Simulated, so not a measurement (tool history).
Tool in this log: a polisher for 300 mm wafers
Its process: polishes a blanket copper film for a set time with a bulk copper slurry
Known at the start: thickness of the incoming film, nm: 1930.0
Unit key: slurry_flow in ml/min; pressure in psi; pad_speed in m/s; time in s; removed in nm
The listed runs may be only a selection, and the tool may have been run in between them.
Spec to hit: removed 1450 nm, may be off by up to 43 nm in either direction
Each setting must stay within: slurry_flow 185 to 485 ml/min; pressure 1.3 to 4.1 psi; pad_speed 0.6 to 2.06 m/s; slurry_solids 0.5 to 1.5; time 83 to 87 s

run  hour  slurry_flow  pressure  pad_speed  slurry_solids  time  removed
  1     0          310       2.7       1.32              1    83   1160.9
  2     2          310       2.7       1.32              1    83   1146.3
  3   3.7          260       2.7       1.32              1    83   1127.4
  4   6.9          275       2.9       1.32              1    83   1209.9
  5  15.1          275       2.9       1.12              1    83   1037.3
  6  17.7          290       3.2       1.12              1    83   1123.8
  7  24.5          290       3.5       1.12              1    83   1239.6
  8  25.5          290       3.7       1.12              1    83   1290.4

Of the 5 settings listed for the next run, only one would bring every result within its allowed miss of target. Which one?
  A  26.5          270       2.7       1.48           0.85    85        ?
  B  26.5          270       3.4       0.96            0.9    87        ?
  C  26.5          295       3.8       0.96            1.1    83        ?
  D  26.5          310       4.1       1.04           1.15    87        ?
  E  26.5          255       4.1       0.88            1.2    87        ?

move  removed
   A   1291.6
   B   1078.3
   C   1194.5
   D   1468.9
   E   1236.4
A: roughly where the last run was
B: moves away from the targets compared with the last run
C: moves away from the targets compared with the last run
D: in spec on every target
E: moves away from the targets compared with the last run
Go with D: it meets all targets.
